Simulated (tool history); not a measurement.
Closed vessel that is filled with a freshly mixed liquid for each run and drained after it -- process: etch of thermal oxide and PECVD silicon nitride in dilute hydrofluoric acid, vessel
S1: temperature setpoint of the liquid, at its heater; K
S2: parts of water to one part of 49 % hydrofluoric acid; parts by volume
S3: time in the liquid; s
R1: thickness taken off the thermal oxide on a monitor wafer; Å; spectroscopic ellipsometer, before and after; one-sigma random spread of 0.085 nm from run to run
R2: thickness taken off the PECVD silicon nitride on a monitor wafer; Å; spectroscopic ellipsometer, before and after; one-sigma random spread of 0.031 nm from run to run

run,hour,S1,S2,S3,R1,R2
1,0,296.15,205,985,214.93,92.241
2,5.2,295.15,240,1000,174.88,75.48
3,10.4,294.15,270,1015,148.15,64.922
4,17,293.15,290,1025,129.58,57.288
5,18,292.65,300,1030,121.99,53.78
6,19.9,294.15,300,1030,132.48,59.186
7,25,293.15,310,1040,122.05,54.043
8,33.9,293.15,310,1040,122.37,53.831

What will run 9 give?
9,40.4,292.65,320,1050,?,?

Run 9 yielded R1 113.69 Å, R2 51.671 Å.
